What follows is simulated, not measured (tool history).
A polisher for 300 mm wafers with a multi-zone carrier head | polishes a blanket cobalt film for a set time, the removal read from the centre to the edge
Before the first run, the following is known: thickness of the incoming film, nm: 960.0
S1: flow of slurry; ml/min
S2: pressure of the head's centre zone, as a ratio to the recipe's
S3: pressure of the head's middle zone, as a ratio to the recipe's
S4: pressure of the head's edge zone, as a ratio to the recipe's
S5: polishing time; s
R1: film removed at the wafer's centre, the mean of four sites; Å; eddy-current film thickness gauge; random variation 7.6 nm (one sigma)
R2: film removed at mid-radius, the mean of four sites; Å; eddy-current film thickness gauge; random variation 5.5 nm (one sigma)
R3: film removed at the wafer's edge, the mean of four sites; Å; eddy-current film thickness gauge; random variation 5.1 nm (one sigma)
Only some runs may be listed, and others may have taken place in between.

{"run": 1, "hour": 0.0, "S1": 140, "S2": 1.0, "S3": 1.0, "S4": 1.0, "S5": 57, "R1": 3758.4, "R2": 3808.5, "R3": 3807.3}
{"run": 2, "hour": 7.6, "S1": 140, "S2": 1.0, "S3": 1.07, "S4": 1.0, "S5": 57, "R1": 3680.6, "R2": 4047.8, "R3": 3828.6}
{"run": 3, "hour": 12.8, "S1": 140, "S2": 1.0, "S3": 1.07, "S4": 0.94, "S5": 57, "R1": 3827.7, "R2": 4115.5, "R3": 3744.8}
{"run": 4, "hour": 18.3, "S1": 130, "S2": 1.0, "S3": 1.07, "S4": 0.94, "S5": 57, "R1": 3611.3, "R2": 3987.8, "R3": 3664.5}
{"run": 5, "hour": 20.6, "S1": 130, "S2": 1.05, "S3": 1.07, "S4": 0.94, "S5": 57, "R1": 3850.2, "R2": 3919.3, "R3": 3599.5}
{"run": 6, "hour": 22.3, "S1": 140, "S2": 1.05, "S3": 1.06, "S4": 0.96, "S5": 58, "R1": 4124.1, "R2": 4036.4, "R3": 3817.6}

Forecast run 7:
{"run": 7, "hour": 28.7, "S1": 180, "S2": 1.02, "S3": 1.11, "S4": 1.06, "S5": 63, "R1": "?", "R2": "?", "R3": "?"}

Run 7 produced R1 4542.7 Å, R2 4838.0 Å, R3 4403.6 Å.
